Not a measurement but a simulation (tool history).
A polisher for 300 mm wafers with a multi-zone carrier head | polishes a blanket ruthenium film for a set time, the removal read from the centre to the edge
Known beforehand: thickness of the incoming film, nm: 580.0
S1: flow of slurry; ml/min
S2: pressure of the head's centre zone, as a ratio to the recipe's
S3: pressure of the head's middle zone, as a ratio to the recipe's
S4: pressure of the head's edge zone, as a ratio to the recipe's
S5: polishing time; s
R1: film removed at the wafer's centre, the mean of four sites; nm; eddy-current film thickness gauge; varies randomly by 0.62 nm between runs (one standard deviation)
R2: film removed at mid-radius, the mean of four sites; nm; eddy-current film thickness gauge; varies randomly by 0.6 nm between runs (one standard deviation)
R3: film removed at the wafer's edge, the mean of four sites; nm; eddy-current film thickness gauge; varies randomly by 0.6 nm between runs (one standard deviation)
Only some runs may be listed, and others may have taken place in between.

run	day	S1	S2	S3	S4	S5	R1	R2	R3
1	0	240	1	1	1	69	85.593	82.844	80.63
2	0.071	240	1.04	1	1	69	88.703	82.763	81.851
3	0.3	235	1.01	0.99	0.98	68	84.973	81.222	78.678
4	0.646	230	0.98	0.98	0.97	67	82.217	78.554	79.374
5	0.988	230	0.98	0.98	0.97	78	95.26	92.272	93.086
# day 1.171: centre zone pressure recalibrated
6	1.171	235	0.97	0.99	0.97	75	90.661	90.377	88.252

Predict the results of run 7:
7	1.217	240	0.96	0.99	0.96	72	?	?	?

Logged for run 7: R1 87.342 nm, R2 86.024 nm, R3 85.05 nm.
